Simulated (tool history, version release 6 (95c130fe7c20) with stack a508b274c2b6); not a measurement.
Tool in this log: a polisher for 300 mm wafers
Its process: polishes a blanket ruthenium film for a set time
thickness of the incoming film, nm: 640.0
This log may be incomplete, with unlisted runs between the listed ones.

| run | hour | flow of slurry (ml/min) | pressure of the wafer on the pad (psi) | speed of the pad under the wafer (cm/s) | polishing time (s) | film removed (angstrom) |
|---|---|---|---|---|---|---|
| 1 | 0 | 270 | 1.8 | 78 | 44 | 369.61 |
| 2 | 1.8 | 335 | 1.8 | 78 | 44 | 377.27 |
| 3 | 8.8 | 335 | 1.6 | 78 | 44 | 340.89 |
| 4 | 13.9 | 335 | 1.6 | 78 | 40 | 305.01 |
|  | 17.9 | worn pad replaced by a new one |
| 5 | 17.9 | 335 | 1.6 | 92 | 40 | 375.18 |
| 6 | 19.7 | 335 | 1.6 | 92 | 44 | 411.66 |

Predict the results of run 7:
| 7 | 28.3 | 335 | 1.4 | 92 | 44 | ? |

{"run 7": {"film removed (angstrom)": 366.96}}
